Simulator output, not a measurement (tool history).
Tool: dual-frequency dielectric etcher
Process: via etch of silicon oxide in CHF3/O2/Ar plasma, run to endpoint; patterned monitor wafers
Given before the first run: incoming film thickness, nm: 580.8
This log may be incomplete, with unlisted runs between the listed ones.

run	day	source power (W)	bias power (W)	endpoint time (s)
1	0.000	700	187	280.25
2	0.108	730	189	276.00
3	0.196	620	189	296.74
4	0.496	540	189	310.51
5	0.712	540	159	326.05
6	0.838	420	159	366.72
7	1.162	420	159	366.83

Run 8 comes next. What will it give?
8	1.312	480	162	?

endpoint time (s): 341.82
